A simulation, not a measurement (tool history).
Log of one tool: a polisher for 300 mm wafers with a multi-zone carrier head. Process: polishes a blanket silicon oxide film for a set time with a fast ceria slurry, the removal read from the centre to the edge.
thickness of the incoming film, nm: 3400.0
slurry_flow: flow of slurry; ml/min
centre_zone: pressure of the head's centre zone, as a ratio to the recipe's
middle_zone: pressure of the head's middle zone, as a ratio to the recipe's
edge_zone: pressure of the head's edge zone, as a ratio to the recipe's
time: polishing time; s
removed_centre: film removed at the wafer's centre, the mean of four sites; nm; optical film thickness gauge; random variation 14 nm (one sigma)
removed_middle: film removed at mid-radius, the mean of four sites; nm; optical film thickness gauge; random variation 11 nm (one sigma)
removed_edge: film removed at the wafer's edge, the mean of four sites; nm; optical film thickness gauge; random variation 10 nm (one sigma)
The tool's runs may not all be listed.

Run 1, hour 0: slurry_flow 195 ml/min, centre_zone 1, middle_zone 1, edge_zone 1, time 72 s. Result: removed_centre 1099.2 nm, removed_middle 1077.7 nm, removed_edge 1076 nm.
Run 2, hour 4.9: slurry_flow 195 ml/min, centre_zone 1, middle_zone 1, edge_zone 1, time 64 s. Result: removed_centre 977.05 nm, removed_middle 958.17 nm, removed_edge 985.74 nm.
Run 3, hour 12.7: slurry_flow 210 ml/min, centre_zone 1.02, middle_zone 1.04, edge_zone 1.02, time 65 s. Result: removed_centre 996.72 nm, removed_middle 987.83 nm, removed_edge 991.06 nm.
Run 4, hour 20.9: slurry_flow 210 ml/min, centre_zone 1.03, middle_zone 1.06, edge_zone 1.01, time 68 s. Result: removed_centre 1079.5 nm, removed_middle 1066.9 nm, removed_edge 1064.8 nm.
Run 5, hour 25.4: slurry_flow 210 ml/min, centre_zone 1.11, middle_zone 1.06, edge_zone 1.01, time 68 s. Result: removed_centre 1164.5 nm, removed_middle 1076.6 nm, removed_edge 1054.4 nm.
Run 6, hour 30.4: slurry_flow 210 ml/min, centre_zone 1.11, middle_zone 1.11, edge_zone 1.01, time 68 s. Result: removed_centre 1133.6 nm, removed_middle 1123 nm, removed_edge 1056 nm.
Run 7, hour 37.4: slurry_flow 220 ml/min, centre_zone 1.12, middle_zone 1.12, edge_zone 1.01, time 68 s. Result: removed_centre 1179.8 nm, removed_middle 1130.1 nm, removed_edge 1052.2 nm.
Run 8, hour 45.8: slurry_flow 225 ml/min, centre_zone 1.12, middle_zone 1.13, edge_zone 1.02, time 69 s. Result: removed_centre 1185.9 nm, removed_middle 1127.3 nm, removed_edge 1064.6 nm.

The next listed run, before its measurement:
Run 9, hour 46.6: slurry_flow 220 ml/min, centre_zone 1.12, middle_zone 1.14, edge_zone 1.02, time 70 s. Result: removed_centre ?, removed_middle ?, removed_edge ?.

{"run 9": {"removed_centre": 1192.3, "removed_middle": 1182.3, "removed_edge": 1082.3}}
